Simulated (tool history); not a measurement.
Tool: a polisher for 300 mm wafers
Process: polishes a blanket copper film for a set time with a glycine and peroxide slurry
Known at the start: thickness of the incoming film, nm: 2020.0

run,hour,flow of slurry (ml/min),pressure of the wafer on the pad (psi),speed of the pad under the wafer (cm/s),polishing time (s),film removed (angstrom)
1,0.0,265,2.7,94,35,1666.0
2,8.6,215,2.7,94,35,1618.7
3,15.8,215,2.5,94,35,1539.1
4,18.9,215,2.4,92,35,1442.4
5,23.4,215,2.1,92,35,1286.1
6,28.2,215,2.4,92,35,1459.6
7,30.1,215,2.3,92,35,1416.2

The next listed run, before its measurement:
8,33.9,215,2.2,92,35,?

film removed (angstrom): 1339.2
